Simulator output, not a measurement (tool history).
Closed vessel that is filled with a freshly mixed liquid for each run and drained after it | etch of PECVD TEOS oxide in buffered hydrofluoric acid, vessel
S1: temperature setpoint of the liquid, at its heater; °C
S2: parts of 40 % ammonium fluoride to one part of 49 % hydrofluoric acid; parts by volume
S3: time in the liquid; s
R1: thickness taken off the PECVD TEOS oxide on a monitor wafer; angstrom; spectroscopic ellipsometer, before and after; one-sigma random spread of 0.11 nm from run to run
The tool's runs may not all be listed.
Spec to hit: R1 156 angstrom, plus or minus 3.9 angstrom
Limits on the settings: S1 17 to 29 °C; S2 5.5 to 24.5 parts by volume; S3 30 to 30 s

run 1 hour=0 | S1=21 S2=15 S3=30 | R1=210.59
run 2 hour=7.6 | S1=20 S2=15.5 S3=30 | R1=190.27
run 3 hour=8.5 | S1=20 S2=15.5 S3=30 | R1=189.45
run 4 hour=17.5 | S1=20 S2=13 S3=30 | R1=227.22
run 5 hour=25.5 | S1=19 S2=14 S3=30 | R1=197.74
run 6 hour=27.1 | S1=18.5 S2=14.5 S3=30 | R1=187.04
run 7 hour=30.3 | S1=18 S2=15 S3=30 | R1=175.66
run 8 hour=31.6 | S1=17.5 S2=15.5 S3=30 | R1=164.87
run 9 hour=38.8 | S1=17 S2=15.5 S3=30 | R1=159.9

4 candidate next runs follow, results not yet known. Just one meets every target within its allowed miss. Identify it.
run A hour=46 | S1=17 S2=17 S3=30 | R1=?
run B hour=46 | S1=17 S2=15 S3=30 | R1=?
run C hour=46 | S1=17 S2=16 S3=30 | R1=?
run D hour=46 | S1=17.5 S2=17.5 S3=30 | R1=?

move=A R1=147.14
move=B R1=166.46
move=C R1=156.21
move=D R1=147.13
A: the result that was furthest off in the last run now lies on the other side of its target
B: moves away from the targets compared with the last run
C: each result inside its tolerance
D: the result that was furthest off in the last run now lies on the other side of its target
Answer: C
